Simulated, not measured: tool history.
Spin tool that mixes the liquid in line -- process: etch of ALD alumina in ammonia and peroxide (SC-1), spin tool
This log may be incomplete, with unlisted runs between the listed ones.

run	day	temperature setpoint of the liquid (°C)	parts of 29 % ammonia solution to one part of 30 % peroxide (parts by volume)	time under the liquid (s)	thickness taken off the ALD alumina on a monitor wafer (angstrom)
1	0.000	57.0	0.55	320	231.12
2	0.192	59.0	0.55	320	258.07
3	0.529	60.5	0.55	320	277.31
4	0.554	60.5	0.40	320	267.84
5	0.917	62.0	0.40	320	291.36
6	1.054	63.0	0.40	320	305.09
7	1.079	63.5	0.40	320	313.11

Estimate the outcome of run 8 from the log above:
8	1.267	64.0	0.40	320	?

thickness taken off the ALD alumina on a monitor wafer (angstrom): 321.14
